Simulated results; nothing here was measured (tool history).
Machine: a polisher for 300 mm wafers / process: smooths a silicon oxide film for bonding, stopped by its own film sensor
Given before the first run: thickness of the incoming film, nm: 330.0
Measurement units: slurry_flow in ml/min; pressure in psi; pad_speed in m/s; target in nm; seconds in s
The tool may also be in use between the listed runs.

run	day	slurry_flow	pressure	pad_speed	slurry_solids	target	seconds
1	0	160	2	0.68	1	294	85.062
2	0.1	160	2.2	0.68	1	294	81.675
3	0.262	130	2.2	0.68	1	294	84.235
4	0.612	160	2.2	0.68	1	294	80.801
5	0.638	165	2.3	0.7	1	294	77.014
6	0.9	165	2.3	0.8	1	294	70.544
7	1.033	165	2.4	0.82	1	294	66.771
8	1.067	165	2.5	0.84	1	294	63.092
9	1.117	165	2.6	0.84	1	294	62.467

Run 10 has not been measured yet. What should we expect?
10	1.383	165	2.7	0.86	1	294	?

seconds: 60.346 s
